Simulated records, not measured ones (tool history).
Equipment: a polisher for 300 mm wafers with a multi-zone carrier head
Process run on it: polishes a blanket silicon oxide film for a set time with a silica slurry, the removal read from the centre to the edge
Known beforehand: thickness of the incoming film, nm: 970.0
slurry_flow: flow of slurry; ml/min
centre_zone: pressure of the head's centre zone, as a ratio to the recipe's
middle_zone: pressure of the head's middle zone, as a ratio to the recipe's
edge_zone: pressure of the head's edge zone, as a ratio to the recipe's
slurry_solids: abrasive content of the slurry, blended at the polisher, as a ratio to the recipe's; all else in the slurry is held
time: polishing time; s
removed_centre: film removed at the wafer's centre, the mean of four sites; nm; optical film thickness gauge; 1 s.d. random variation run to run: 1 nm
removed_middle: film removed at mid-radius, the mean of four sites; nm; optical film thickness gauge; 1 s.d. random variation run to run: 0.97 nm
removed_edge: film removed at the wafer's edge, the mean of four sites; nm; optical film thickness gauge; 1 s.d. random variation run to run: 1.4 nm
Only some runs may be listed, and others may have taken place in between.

Run 1, day 0: slurry_flow 180 ml/min, centre_zone 1, middle_zone 1, edge_zone 1, slurry_solids 1, time 89 s. Result: removed_centre 221.78 nm, removed_middle 224.3 nm, removed_edge 222.72 nm.
Run 2, day 0.271: slurry_flow 180 ml/min, centre_zone 1, middle_zone 1, edge_zone 1, slurry_solids 0.9, time 89 s. Result: removed_centre 216.97 nm, removed_middle 219.17 nm, removed_edge 213.17 nm.
Run 3, day 0.329: slurry_flow 180 ml/min, centre_zone 1.04, middle_zone 1, edge_zone 1, slurry_solids 0.9, time 89 s. Result: removed_centre 224.28 nm, removed_middle 218.89 nm, removed_edge 211.99 nm.
Run 4, day 0.396: slurry_flow 225 ml/min, centre_zone 1.04, middle_zone 1, edge_zone 1, slurry_solids 0.9, time 89 s. Result: removed_centre 235.63 nm, removed_middle 223.69 nm, removed_edge 218.99 nm.
Run 5, day 0.654: slurry_flow 225 ml/min, centre_zone 1.04, middle_zone 1.06, edge_zone 1, slurry_solids 0.9, time 89 s. Result: removed_centre 237.52 nm, removed_middle 236.25 nm, removed_edge 219.94 nm.
Run 6, day 0.975: slurry_flow 210 ml/min, centre_zone 1, middle_zone 0.99, edge_zone 0.99, slurry_solids 0.8, time 80 s. Result: removed_centre 194.94 nm, removed_middle 190.5 nm, removed_edge 187.59 nm.
Run 7, day 1.008: slurry_flow 195 ml/min, centre_zone 0.96, middle_zone 0.95, edge_zone 0.96, slurry_solids 0.7, time 74 s. Result: removed_centre 165.03 nm, removed_middle 162.33 nm, removed_edge 164.86 nm.

What does the tool deliver on the next run?
Run 8, day 1.129: slurry_flow 150 ml/min, centre_zone 0.87, middle_zone 0.85, edge_zone 0.86, slurry_solids 0.5, time 59 s. Result: removed_centre ?, removed_middle ?, removed_edge ?.

{"run 8": {"removed_centre": 104.58, "removed_middle": 104.35, "removed_edge": 109.31}}
